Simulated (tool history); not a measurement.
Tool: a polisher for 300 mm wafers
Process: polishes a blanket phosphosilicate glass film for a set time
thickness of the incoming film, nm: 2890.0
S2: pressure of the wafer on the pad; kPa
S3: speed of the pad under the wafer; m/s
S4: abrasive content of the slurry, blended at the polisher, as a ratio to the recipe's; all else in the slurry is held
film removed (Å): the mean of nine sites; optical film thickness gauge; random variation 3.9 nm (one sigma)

Run 1, hour 0.0: flow of slurry (ml/min) 215, S2 26.2 kPa, S3 0.98 m/s, S4 1.0, polishing time (s) 90. Result: film removed (Å) 8884.6.
Run 2, hour 0.8: flow of slurry (ml/min) 215, S2 26.2 kPa, S3 0.98 m/s, S4 1.1, polishing time (s) 90. Result: film removed (Å) 9295.8.
Run 3, hour 6.3: flow of slurry (ml/min) 175, S2 26.2 kPa, S3 0.98 m/s, S4 1.1, polishing time (s) 90. Result: film removed (Å) 9059.9.
Run 4, hour 8.2: flow of slurry (ml/min) 175, S2 26.2 kPa, S3 0.98 m/s, S4 1.1, polishing time (s) 90. Result: film removed (Å) 9002.4.
Run 5, hour 14.6: flow of slurry (ml/min) 170, S2 24.1 kPa, S3 0.98 m/s, S4 1.1, polishing time (s) 90. Result: film removed (Å) 8232.8.
Run 6, hour 16.1: flow of slurry (ml/min) 165, S2 22.8 kPa, S3 0.98 m/s, S4 1.1, polishing time (s) 90. Result: film removed (Å) 7849.6.
Run 7, hour 17.2: flow of slurry (ml/min) 160, S2 21.4 kPa, S3 0.98 m/s, S4 1.1, polishing time (s) 90. Result: film removed (Å) 7324.3.
Run 8, hour 20.4: flow of slurry (ml/min) 155, S2 20.7 kPa, S3 0.98 m/s, S4 1.1, polishing time (s) 90. Result: film removed (Å) 7010.1.

Run 9 comes next. What will it give?
Run 9, hour 21.0: flow of slurry (ml/min) 140, S2 17.9 kPa, S3 0.98 m/s, S4 1.1, polishing time (s) 90. Result: film removed (Å) ?.

Run 9 gave film removed (Å) 6066.6.

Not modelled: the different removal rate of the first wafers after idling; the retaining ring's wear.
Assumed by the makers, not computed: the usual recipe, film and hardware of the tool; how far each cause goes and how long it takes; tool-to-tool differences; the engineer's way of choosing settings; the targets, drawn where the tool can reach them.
